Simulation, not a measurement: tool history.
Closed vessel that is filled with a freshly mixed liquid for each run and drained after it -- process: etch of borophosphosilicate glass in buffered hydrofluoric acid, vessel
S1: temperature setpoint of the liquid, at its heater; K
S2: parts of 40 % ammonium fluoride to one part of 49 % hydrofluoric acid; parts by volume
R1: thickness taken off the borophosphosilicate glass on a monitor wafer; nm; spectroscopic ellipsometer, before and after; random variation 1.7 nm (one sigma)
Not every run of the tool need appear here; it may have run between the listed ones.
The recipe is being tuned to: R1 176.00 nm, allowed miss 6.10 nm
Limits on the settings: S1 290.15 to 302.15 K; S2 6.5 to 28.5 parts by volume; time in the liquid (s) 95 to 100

Run 1, day 0.000: S1 294.15 K, S2 17.5 parts by volume, time in the liquid (s) 95. Result: R1 149.61 nm.
Run 2, day 0.054: S1 295.15 K, S2 17.5 parts by volume, time in the liquid (s) 95. Result: R1 160.09 nm.
Run 3, day 0.375: S1 295.15 K, S2 17.5 parts by volume, time in the liquid (s) 100. Result: R1 166.10 nm.
Run 4, day 0.750: S1 292.65 K, S2 17.5 parts by volume, time in the liquid (s) 100. Result: R1 143.68 nm.
Run 5, day 1.004: S1 291.65 K, S2 17.5 parts by volume, time in the liquid (s) 100. Result: R1 136.56 nm.
Run 6, day 1.212: S1 292.65 K, S2 17.5 parts by volume, time in the liquid (s) 100. Result: R1 142.63 nm.
Run 7, day 1.417: S1 293.65 K, S2 17.5 parts by volume, time in the liquid (s) 100. Result: R1 152.54 nm.
Run 8, day 1.592: S1 294.15 K, S2 17.5 parts by volume, time in the liquid (s) 100. Result: R1 154.42 nm.
Run 9, day 1.938: S1 297.15 K, S2 17.5 parts by volume, time in the liquid (s) 100. Result: R1 186.34 nm.

Which one of the following 5 next-run settings gets every result inside its allowed miss? There is exactly one.
Run A, day 2.283: S1 297.65 K, S2 16.5 parts by volume, time in the liquid (s) 95. Result: R1 ?.
Run B, day 2.283: S1 299.15 K, S2 19.5 parts by volume, time in the liquid (s) 95. Result: R1 ?.
Run C, day 2.283: S1 298.15 K, S2 16.5 parts by volume, time in the liquid (s) 95. Result: R1 ?.
Run D, day 2.283: S1 292.65 K, S2 15.0 parts by volume, time in the liquid (s) 95. Result: R1 ?.
Run E, day 2.283: S1 299.15 K, S2 24.0 parts by volume, time in the liquid (s) 100. Result: R1 ?.

move      R1
   A  193.69
   B  178.00
   C  198.98
   D  161.85
   E  161.15
A: lands further from the targets than the last run did
B: meets every target
C: lands further from the targets than the last run did
D: takes the biggest miss from the last run beyond its target
E: takes the biggest miss from the last run beyond its target
Correct choice: B, which meets every target
